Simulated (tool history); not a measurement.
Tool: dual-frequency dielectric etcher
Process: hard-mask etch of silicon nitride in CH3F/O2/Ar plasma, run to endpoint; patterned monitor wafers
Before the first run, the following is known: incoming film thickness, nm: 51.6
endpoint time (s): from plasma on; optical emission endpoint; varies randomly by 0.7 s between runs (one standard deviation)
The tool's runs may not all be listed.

run	hour	source power (W)	bias power (W)	endpoint time (s)
1	0	510	96	64.7
2	4	580	96	61.04
3	12.1	580	89	63.577
4	17.7	500	89	66.298
5	25.2	480	86	67.779
6	30.3	460	83	69.162
7	32.8	440	81	71.264
8	34.9	430	80	72.277
9	37.1	420	79	73.88

Predict the results of run 10:
10	46	410	78	?

Run 10 gave endpoint time (s) 74.225.
